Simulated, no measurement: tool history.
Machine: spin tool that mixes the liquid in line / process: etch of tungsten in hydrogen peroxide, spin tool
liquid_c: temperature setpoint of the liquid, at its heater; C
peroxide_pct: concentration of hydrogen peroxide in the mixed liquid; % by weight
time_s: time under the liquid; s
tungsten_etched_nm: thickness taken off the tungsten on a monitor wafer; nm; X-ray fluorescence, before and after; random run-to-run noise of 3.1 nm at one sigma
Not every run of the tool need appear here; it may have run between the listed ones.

run,hour,liquid_c,peroxide_pct,time_s,tungsten_etched_nm
1,0.0,52.0,15.5,50,142.16
2,1.1,54.0,15.5,50,160.16
3,6.1,54.0,13.5,50,150.53
4,9.4,56.0,14.0,50,171.14
5,13.3,56.0,12.0,50,161.25
6,15.2,57.5,13.0,50,179.56

What will run 7 give?
7,16.6,65.5,16.5,50,?

{"run 7": {"tungsten_etched_nm": 317.93}}
